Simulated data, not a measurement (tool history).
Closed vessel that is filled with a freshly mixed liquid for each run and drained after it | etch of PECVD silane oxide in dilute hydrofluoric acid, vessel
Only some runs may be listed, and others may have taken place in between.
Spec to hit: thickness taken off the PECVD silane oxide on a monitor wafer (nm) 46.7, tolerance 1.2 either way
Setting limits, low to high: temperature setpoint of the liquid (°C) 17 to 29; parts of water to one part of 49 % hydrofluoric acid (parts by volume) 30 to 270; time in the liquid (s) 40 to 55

run  hour  temperature setpoint of the liquid (°C)  parts of water to one part of 49 % hydrofluoric acid (parts by volume)  time in the liquid (s)  thickness taken off the PECVD silane oxide on a monitor wafer (nm)
  1     0                                       21                                                                     150                      55                                                              12.964
  2   2.5                                       21                                                                     150                      40                                                              9.4653
  3  11.1                                       21                                                                     195                      40                                                              6.9096
  4  12.6                                       23                                                                     155                      45                                                              10.918
  5  15.4                                     24.5                                                                     125                      45                                                               14.87
  6  24.1                                     24.5                                                                      85                      45                                                              23.224
  7  27.6                                     25.5                                                                      70                      45                                                               30.22
  8  31.7                                       29                                                                      45                      45                                                              55.934
     38.7  -- hydrofluoric acid flow meter replaced
  9  38.7                                     28.5                                                                      45                      45                                                              60.652

Which one of the following 4 next-run settings gets every result inside its allowed miss? There is exactly one.
  A  45.7                                       29                                                                      65                      55                                                                   ?
  B  45.7                                       29                                                                      70                      55                                                                   ?
  C  45.7                                       28                                                                      35                      40                                                                   ?
  D  45.7                                       29                                                                      50                      40                                                                   ?

move  thickness taken off the PECVD silane oxide on a monitor wafer (nm)
   A                                                              50.786
   B                                                              46.816
   C                                                              68.916
   D                                                              49.095
A: closer than the last run, but not yet in spec
B: hits every target within its allowed miss
C: lands further from the targets than the last run did
D: closer than the last run, but not yet in spec
The right move is B.
